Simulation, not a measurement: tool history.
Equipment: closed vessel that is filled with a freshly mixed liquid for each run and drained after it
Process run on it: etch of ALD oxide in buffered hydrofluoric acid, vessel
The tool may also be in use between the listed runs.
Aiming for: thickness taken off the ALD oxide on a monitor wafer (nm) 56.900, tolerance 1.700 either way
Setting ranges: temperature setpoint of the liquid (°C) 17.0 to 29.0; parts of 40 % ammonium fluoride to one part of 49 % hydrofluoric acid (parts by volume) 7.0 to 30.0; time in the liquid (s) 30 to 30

run	hour	temperature setpoint of the liquid (°C)	parts of 40 % ammonium fluoride to one part of 49 % hydrofluoric acid (parts by volume)	time in the liquid (s)	thickness taken off the ALD oxide on a monitor wafer (nm)
1	0.0	21.0	19.0	30	21.006
2	6.0	22.5	17.0	30	25.747
3	9.7	24.0	17.0	30	28.128
4	15.0	25.0	15.5	30	32.437
5	18.2	26.0	14.5	30	35.976
6	25.5	27.5	14.5	30	38.936
7	31.9	29.0	8.5	30	69.630
8	37.5	28.5	8.5	30	67.525
9	44.8	28.0	8.5	30	66.493
10	46.3	27.5	8.5	30	63.898
11	50.7	27.0	8.5	30	62.926
12	59.5	26.5	8.5	30	60.736
13	61.6	26.0	8.5	30	59.492

Exactly one of the 4 candidate moves below puts every result within its allowed miss. Which one?
A	63.7	27.0	9.5	30	?
B	63.7	24.0	8.5	30	?
C	63.7	27.5	10.5	30	?
D	63.7	25.5	9.0	30	?

move	thickness taken off the ALD oxide on a monitor wafer (nm)
A	56.218
B	52.632
C	53.315
D	53.657
A: meets every target
B: takes the biggest miss from the last run beyond its target
C: takes the biggest miss from the last run beyond its target
D: takes the biggest miss from the last run beyond its target
The move that meets every target is A.

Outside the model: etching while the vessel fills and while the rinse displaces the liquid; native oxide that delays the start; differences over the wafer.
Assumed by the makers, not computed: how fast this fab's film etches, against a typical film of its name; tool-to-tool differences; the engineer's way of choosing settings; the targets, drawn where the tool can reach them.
